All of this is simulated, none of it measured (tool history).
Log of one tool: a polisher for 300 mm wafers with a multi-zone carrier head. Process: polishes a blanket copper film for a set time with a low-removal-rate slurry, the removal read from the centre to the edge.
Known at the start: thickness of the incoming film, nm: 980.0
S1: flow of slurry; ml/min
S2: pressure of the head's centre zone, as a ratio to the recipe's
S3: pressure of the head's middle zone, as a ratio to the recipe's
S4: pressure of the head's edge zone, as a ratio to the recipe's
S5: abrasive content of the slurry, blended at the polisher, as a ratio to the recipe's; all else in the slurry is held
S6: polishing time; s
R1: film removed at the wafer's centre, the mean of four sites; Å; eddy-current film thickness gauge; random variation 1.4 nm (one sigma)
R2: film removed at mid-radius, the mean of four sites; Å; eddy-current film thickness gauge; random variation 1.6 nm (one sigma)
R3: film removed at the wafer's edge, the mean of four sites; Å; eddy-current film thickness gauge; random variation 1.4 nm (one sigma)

run  hour   S1    S2    S3    S4    S5  S6      R1      R2      R3
  1     0  285     1     1     1     1  53  1353.7  1357.7  1378.5
  2   7.6  285  1.05     1     1     1  53  1402.9  1377.7  1377.1
  3  14.8  285  1.05     1     1     1  60  1588.9  1576.2  1577.3
  4  22.5  285  1.05     1  1.04     1  60  1595.1    1566  1613.4
  5  31.1  290  1.05     1  1.07  1.05  60  1615.4  1541.1  1652.8
  6  38.7  330  1.05     1  1.07  1.05  60  1647.3  1617.4  1642.1
  7  45.3  265  1.01  1.01  1.17   1.3  61  1609.4  1673.6  1780.1

Run 8 comes next. What will it give?
  8    48  265  1.01   1  1.17  1.35  61   ?   ?   ?

Run 8 gave R1 1643.8 Å, R2 1674.8 Å, R3 1818.8 Å.

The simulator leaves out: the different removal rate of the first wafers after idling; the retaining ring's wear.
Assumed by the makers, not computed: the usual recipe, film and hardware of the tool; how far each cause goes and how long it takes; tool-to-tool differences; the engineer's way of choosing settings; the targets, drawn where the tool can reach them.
